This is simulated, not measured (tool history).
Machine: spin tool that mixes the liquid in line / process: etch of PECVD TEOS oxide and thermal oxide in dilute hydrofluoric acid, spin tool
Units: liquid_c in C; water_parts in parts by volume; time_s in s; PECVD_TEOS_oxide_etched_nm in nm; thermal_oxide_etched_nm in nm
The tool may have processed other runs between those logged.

| run | hour | liquid_c | water_parts | time_s | PECVD_TEOS_oxide_etched_nm | thermal_oxide_etched_nm |
|---|---|---|---|---|---|---|
| 1 | 0.0 | 25.0 | 110 | 175 | 25.992 | 8.2495 |
| 2 | 6.0 | 25.0 | 125 | 175 | 22.222 | 7.1172 |
| 3 | 11.3 | 28.0 | 125 | 175 | 25.118 | 7.9271 |
| 4 | 15.5 | 30.5 | 125 | 175 | 27.278 | 8.7447 |
| 5 | 19.1 | 29.5 | 125 | 175 | 26.393 | 8.4414 |
| 6 | 27.6 | 29.5 | 85 | 175 | 40.816 | 13.1160 |
| 7 | 31.7 | 27.5 | 100 | 175 | 31.512 | 10.0780 |
| 8 | 34.9 | 23.5 | 145 | 175 | 17.950 | 5.6384 |
| 9 | 41.7 | 22.5 | 150 | 175 | 16.575 | 5.2916 |

What will run 10 give?
| 10 | 46.7 | 21.5 | 155 | 175 | ? | ? |

{"run 10": {"PECVD_TEOS_oxide_etched_nm": 15.324, "thermal_oxide_etched_nm": 4.8709}}
